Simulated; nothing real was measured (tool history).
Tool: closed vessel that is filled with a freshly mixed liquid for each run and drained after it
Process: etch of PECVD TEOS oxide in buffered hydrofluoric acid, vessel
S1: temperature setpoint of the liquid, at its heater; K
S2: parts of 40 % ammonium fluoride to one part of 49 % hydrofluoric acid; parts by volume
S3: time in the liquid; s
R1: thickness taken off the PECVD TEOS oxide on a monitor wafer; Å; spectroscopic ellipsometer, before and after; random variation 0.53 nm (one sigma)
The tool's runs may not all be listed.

run  hour      S1    S2  S3      R1
  1     0  297.15    19  90  570.03
  2     2  299.15    19  90  636.89
  3  10.1  299.15    19  95  667.78
  4  14.4  299.15    19  90  639.61
  5  23.1  297.65    19  90  582.23
  6  29.2  297.65  23.5  90  497.95
  7  35.9  300.15    23  90  567.69

Run 8 comes next. What will it give?
  8  36.5  301.65  22.5  90   ?

R1: 637.45 Å
